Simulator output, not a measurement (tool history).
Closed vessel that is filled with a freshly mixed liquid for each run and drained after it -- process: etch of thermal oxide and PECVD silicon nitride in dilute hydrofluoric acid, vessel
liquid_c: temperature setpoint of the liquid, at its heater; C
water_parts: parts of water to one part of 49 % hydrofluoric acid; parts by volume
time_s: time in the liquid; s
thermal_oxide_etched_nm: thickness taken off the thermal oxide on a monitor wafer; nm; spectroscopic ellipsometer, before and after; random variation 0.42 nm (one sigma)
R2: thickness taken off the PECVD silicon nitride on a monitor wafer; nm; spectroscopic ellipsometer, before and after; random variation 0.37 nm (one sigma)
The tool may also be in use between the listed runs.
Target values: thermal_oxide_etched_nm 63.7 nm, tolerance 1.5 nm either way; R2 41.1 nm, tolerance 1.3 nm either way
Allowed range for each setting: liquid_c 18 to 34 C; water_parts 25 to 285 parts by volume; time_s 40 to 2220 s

Run 1, hour 0: liquid_c 26 C, water_parts 155 parts by volume, time_s 1130 s. Result: thermal_oxide_etched_nm 33.577 nm, R2 27.006 nm.
Run 2, hour 7.3: liquid_c 26 C, water_parts 195 parts by volume, time_s 1130 s. Result: thermal_oxide_etched_nm 25.1 nm, R2 21.427 nm.
Run 3, hour 8.9: liquid_c 25.5 C, water_parts 140 parts by volume, time_s 1060 s. Result: thermal_oxide_etched_nm 34.375 nm, R2 26.333 nm.
Run 4, hour 10.1: liquid_c 25.5 C, water_parts 140 parts by volume, time_s 885 s. Result: thermal_oxide_etched_nm 28.692 nm, R2 22.083 nm.
Run 5, hour 14.1: liquid_c 25.5 C, water_parts 100 parts by volume, time_s 865 s. Result: thermal_oxide_etched_nm 41.35 nm, R2 30.789 nm.
Run 6, hour 19: liquid_c 25 C, water_parts 75 parts by volume, time_s 825 s. Result: thermal_oxide_etched_nm 53.466 nm, R2 37.688 nm.
Run 7, hour 23.6: liquid_c 24.5 C, water_parts 65 parts by volume, time_s 815 s. Result: thermal_oxide_etched_nm 60.945 nm, R2 41.151 nm.
Run 8, hour 30.3: liquid_c 24 C, water_parts 65 parts by volume, time_s 815 s. Result: thermal_oxide_etched_nm 58.78 nm, R2 40.004 nm.

Which one of the following 5 next-run settings gets every result inside its allowed miss? There is exactly one.
Run A, hour 37: liquid_c 24 C, water_parts 75 parts by volume, time_s 965 s. Result: thermal_oxide_etched_nm ?, R2 ?.
Run B, hour 37: liquid_c 24 C, water_parts 80 parts by volume, time_s 1005 s. Result: thermal_oxide_etched_nm ?, R2 ?.
Run C, hour 37: liquid_c 23.5 C, water_parts 85 parts by volume, time_s 1055 s. Result: thermal_oxide_etched_nm ?, R2 ?.
Run D, hour 37: liquid_c 21.5 C, water_parts 80 parts by volume, time_s 1230 s. Result: thermal_oxide_etched_nm ?, R2 ?.
Run E, hour 37: liquid_c 24 C, water_parts 75 parts by volume, time_s 975 s. Result: thermal_oxide_etched_nm ?, R2 ?.

move  thermal_oxide_etched_nm      R2
   A                   59.539   40.36
   B                   57.763  39.444
   C                   55.584   37.73
   D                   63.864  40.814
   E                   60.156  40.778
A: better than the last run, though not everything is in spec
B: its largest miss is bigger than the last run's
C: its largest miss is bigger than the last run's
D: meets every target
E: better than the last run, though not everything is in spec
The move that meets every target is D.

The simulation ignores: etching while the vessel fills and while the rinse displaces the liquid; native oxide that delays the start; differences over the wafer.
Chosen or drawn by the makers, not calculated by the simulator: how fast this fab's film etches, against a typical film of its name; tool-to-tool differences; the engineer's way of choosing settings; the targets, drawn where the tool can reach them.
